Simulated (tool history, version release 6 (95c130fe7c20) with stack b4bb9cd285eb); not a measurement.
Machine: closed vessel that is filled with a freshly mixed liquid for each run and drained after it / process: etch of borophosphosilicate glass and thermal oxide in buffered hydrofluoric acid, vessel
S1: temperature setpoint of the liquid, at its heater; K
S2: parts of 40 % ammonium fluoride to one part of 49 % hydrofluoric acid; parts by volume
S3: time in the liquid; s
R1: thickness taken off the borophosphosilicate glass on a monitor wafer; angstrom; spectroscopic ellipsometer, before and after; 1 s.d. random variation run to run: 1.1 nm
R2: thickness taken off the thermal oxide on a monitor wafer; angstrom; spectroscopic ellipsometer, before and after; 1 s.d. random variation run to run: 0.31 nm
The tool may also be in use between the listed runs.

run 1 hour=0.0 | S1=294.15 S2=17 S3=60 | R1=946.58 R2=345.87
run 2 hour=2.4 | S1=294.65 S2=17 S3=60 | R1=965.89 R2=352.80
run 3 hour=6.9 | S1=294.65 S2=17 S3=50 | R1=802.71 R2=295.74
run 4 hour=11.4 | S1=295.65 S2=17 S3=50 | R1=850.66 R2=312.85
run 5 hour=14.4 | S1=296.65 S2=17 S3=50 | R1=902.05 R2=331.21
run 6 hour=21.3 | S1=295.15 S2=17 S3=50 | R1=819.32 R2=308.29
run 7 hour=23.2 | S1=296.15 S2=17 S3=50 | R1=871.50 R2=322.50

Predict the results of run 8:
run 8 hour=26.0 | S1=297.15 S2=17 S3=50 | R1=? R2=?

{"run 8": {"R1": 910.59, "R2": 343.18}}
